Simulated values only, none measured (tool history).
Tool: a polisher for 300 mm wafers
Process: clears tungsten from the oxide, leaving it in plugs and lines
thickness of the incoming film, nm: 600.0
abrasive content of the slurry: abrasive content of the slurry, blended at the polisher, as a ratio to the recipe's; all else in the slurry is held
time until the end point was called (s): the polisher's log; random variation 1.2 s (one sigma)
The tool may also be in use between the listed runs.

run,hour,flow of slurry (ml/min),pressure of the wafer on the pad (kPa),speed of the pad under the wafer (m/s),abrasive content of the slurry,overpolish time after the end point (s),time until the end point was called (s)
1,0,260,33.1,1.4,1,21,65.068
2,3.2,260,33.1,1.4,1,21,63.963
3,4.3,260,29.6,1.38,1,21,72.609
4,12.4,260,27.6,1.38,1,21,79.026
5,16.1,260,27.6,1.38,1.15,21,75.241
6,19.8,260,27.6,1.5,1.15,21,69.3
7,28.7,260,25.5,1.5,1.15,21,75.223

The next listed run, before its measurement:
8,29.8,260,20,1.48,1.15,21,?

Run 8 gave time until the end point was called (s) 95.262.

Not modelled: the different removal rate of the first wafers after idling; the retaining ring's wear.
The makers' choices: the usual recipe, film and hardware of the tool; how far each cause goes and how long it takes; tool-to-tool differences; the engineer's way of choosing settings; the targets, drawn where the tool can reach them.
